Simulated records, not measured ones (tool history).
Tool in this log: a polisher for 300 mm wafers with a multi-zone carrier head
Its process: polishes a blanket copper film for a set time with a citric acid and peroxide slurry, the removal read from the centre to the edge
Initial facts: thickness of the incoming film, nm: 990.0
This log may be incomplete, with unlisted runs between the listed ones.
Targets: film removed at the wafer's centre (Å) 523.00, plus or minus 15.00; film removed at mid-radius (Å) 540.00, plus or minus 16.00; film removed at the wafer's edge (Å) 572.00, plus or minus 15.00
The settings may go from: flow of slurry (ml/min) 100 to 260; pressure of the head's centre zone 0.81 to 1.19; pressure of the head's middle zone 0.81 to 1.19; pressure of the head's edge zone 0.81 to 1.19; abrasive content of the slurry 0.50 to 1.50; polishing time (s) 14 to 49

run    day  flow of slurry (ml/min)  pressure of the head's centre zone  pressure of the head's middle zone  pressure of the head's edge zone  abrasive content of the slurry  polishing time (s)  film removed at the wafer's centre (Å)  film removed at mid-radius (Å)  film removed at the wafer's edge (Å)
  1  0.000                      165                                1.00                                1.00                              1.00                            1.00                  31                                  606.85                          602.08                                597.33
  2  0.317                      155                                0.98                                0.99                              1.00                            1.00                  31                                  573.65                          592.37                                584.73
  3  0.596                      145                                0.98                                0.98                              1.01                            1.00                  31                                  566.69                          578.47                                582.65
  4  0.808                      145                                0.98                                0.98                              1.07                            1.00                  31                                  567.38                          577.74                                599.33
  5  1.033                      145                                0.98                                0.94                              1.07                            1.00                  31                                  570.77                          561.84                                603.22
  6  1.229                      135                                0.97                                0.94                              1.07                            1.00                  31                                  559.11                          545.52                                590.12
  7  1.292                      130                                0.96                                0.95                              1.07                            1.00                  31                                  545.88                          558.01                                590.61
  8  1.533                      125                                0.96                                0.95                              1.07                            1.00                  31                                  542.47                          547.08                                585.89

5 candidate next runs follow, results not yet known. Just one meets every target within its allowed miss. Identify it.
  A  1.775                      120                                0.88                                0.96                              1.06                            1.00                  31                                       ?                               ?                                     ?
  B  1.775                      105                                0.94                                0.94                              1.16                            0.95                  33                                       ?                               ?                                     ?
  C  1.775                      115                                1.00                                0.88                              1.05                            1.00                  32                                       ?                               ?                                     ?
  D  1.775                      115                                0.90                                0.91                              1.10                            0.95                  32                                       ?                               ?                                     ?
  E  1.775                      135                                0.96                                0.97                              1.11                            1.10                  29                                       ?                               ?                                     ?

move  film removed at the wafer's centre (Å)  film removed at mid-radius (Å)  film removed at the wafer's edge (Å)
   A                                  496.67                          552.53                                573.41
   B                                  532.10                          554.28                                617.76
   C                                  564.73                          532.07                                585.39
   D                                  510.86                          538.66                                592.77
   E                                  525.93                          544.98                                570.41
A: takes the result that was furthest off past its target
B: puts the biggest miss on target and leaves a different result outside tolerance
C: its largest miss is bigger than the last run's
D: puts the biggest miss on target and leaves a different result outside tolerance
E: all results in spec
Move E is the one to make.

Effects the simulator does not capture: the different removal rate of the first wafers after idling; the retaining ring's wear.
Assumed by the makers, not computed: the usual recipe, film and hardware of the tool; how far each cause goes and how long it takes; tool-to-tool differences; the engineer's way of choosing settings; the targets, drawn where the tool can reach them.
